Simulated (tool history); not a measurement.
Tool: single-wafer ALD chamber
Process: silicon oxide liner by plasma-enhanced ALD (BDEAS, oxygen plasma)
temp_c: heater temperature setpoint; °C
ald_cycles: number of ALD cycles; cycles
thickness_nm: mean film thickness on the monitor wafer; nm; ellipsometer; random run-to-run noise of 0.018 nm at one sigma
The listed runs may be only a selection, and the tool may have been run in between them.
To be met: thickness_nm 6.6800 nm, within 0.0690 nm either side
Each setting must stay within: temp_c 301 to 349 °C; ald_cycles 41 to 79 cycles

run,hour,temp_c,ald_cycles,thickness_nm
1,0.0,325,60,5.5776
2,5.9,331,60,5.5260
3,9.3,337,60,5.4771
4,12.5,333,60,5.4903
5,18.7,331,61,5.5893
6,27.6,331,58,5.3295
7,32.4,329,60,5.5406
8,35.3,327,61,5.6542

Pick the move, out of 5, that brings all results within their allowed miss; only one does.
A,38.2,329,71,?
B,38.2,330,71,?
C,38.2,320,75,?
D,38.2,335,72,?
E,38.2,335,73,?

move,thickness_nm
A,6.5280
B,6.5183
C,6.9873
D,6.5613
E,6.6524
A: better than the last run, though not everything is in spec
B: better than the last run, though not everything is in spec
C: takes the result that was furthest off past its target
D: better than the last run, though not everything is in spec
E: in spec on every target
The move that meets every target is E.
